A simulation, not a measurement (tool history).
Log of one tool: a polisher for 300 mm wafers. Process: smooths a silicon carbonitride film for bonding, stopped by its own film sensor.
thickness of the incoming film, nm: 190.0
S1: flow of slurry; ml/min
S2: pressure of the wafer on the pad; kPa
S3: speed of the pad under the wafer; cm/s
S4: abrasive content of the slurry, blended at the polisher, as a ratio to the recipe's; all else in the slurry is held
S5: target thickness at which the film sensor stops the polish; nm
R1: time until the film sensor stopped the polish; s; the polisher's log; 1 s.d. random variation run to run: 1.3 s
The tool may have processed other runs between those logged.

run	hour	S1	S2	S3	S4	S5	R1
1	0	320	18.6	78	1	174	53.251
2	5.6	320	18.6	58	1	174	58.863
3	9.5	320	17.9	58	1	174	60.339
4	11.7	320	17.9	58	1	176	55.075
5	16	320	17.2	56	1	176	55.403
6	17.4	320	16.5	54	1	176	59.46

Forecast run 7:
# hour 23: slurry nozzle cleaned
7	23	320	15.9	54	1	176	?

R1: 57.687 s

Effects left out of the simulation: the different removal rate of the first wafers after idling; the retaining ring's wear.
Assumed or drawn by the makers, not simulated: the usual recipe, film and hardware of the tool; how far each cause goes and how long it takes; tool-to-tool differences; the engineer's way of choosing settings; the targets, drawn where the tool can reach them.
